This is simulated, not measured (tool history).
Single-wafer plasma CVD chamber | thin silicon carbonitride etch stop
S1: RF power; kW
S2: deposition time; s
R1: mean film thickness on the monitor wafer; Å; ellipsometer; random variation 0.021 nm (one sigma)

Run 1, hour 0.0: S1 0.160 kW, S2 8.28 s. Result: R1 46.618 Å.
Run 2, hour 7.9: S1 0.160 kW, S2 7.87 s. Result: R1 44.569 Å.
Run 3, hour 10.4: S1 0.160 kW, S2 8.34 s. Result: R1 47.405 Å.
Run 4, hour 16.7: S1 0.140 kW, S2 8.34 s. Result: R1 44.806 Å.
Run 5, hour 18.5: S1 0.140 kW, S2 9.23 s. Result: R1 49.627 Å.
Run 6, hour 22.2: S1 0.140 kW, S2 8.05 s. Result: R1 43.486 Å.
Run 7, hour 29.6: S1 0.115 kW, S2 6.75 s. Result: R1 33.745 Å.

Run 8 comes next. What will it give?
Run 8, hour 33.6: S1 0.125 kW, S2 6.79 s. Result: R1 ?.

{"run 8": {"R1": 35.281}}
